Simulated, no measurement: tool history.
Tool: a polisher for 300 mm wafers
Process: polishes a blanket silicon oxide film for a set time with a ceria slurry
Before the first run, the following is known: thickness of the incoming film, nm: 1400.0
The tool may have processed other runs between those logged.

run	day	flow of slurry (ml/min)	pressure of the wafer on the pad (kPa)	speed of the pad under the wafer (m/s)	polishing time (s)	film removed (nm)
1	0.000	305	15.2	1.38	43	161.15
2	0.050	305	16.5	1.38	43	171.31
3	0.262	360	16.5	1.38	43	174.05
4	0.600	360	17.9	1.38	43	186.37
5	0.633	360	18.6	1.38	43	189.72
6	0.846	360	18.6	1.24	43	174.71

Run 7 has not been measured yet. What should we expect?
7	1.162	365	22.1	1.24	43	?

{"run 7": {"film removed (nm)": 198.62}}
